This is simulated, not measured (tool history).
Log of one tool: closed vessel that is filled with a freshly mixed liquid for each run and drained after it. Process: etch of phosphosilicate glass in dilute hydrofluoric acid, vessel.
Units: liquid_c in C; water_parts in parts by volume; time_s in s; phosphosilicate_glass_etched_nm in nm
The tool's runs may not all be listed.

run  hour  liquid_c  water_parts  time_s  phosphosilicate_glass_etched_nm
  1   0.0      21.0           55      30                           51.210
  2   1.5      23.0           50      30                           61.492
  3   8.1      21.0           50      30                           56.713
  4  14.9      18.5           50      30                           50.663
  5  21.1      21.5           50      30                           57.539
  6  24.6      23.0           50      30                           60.940

Run 7 comes next. What will it give?
  7  26.0      24.5           45      30                                ?

Run 7 gave phosphosilicate_glass_etched_nm 72.968 nm.

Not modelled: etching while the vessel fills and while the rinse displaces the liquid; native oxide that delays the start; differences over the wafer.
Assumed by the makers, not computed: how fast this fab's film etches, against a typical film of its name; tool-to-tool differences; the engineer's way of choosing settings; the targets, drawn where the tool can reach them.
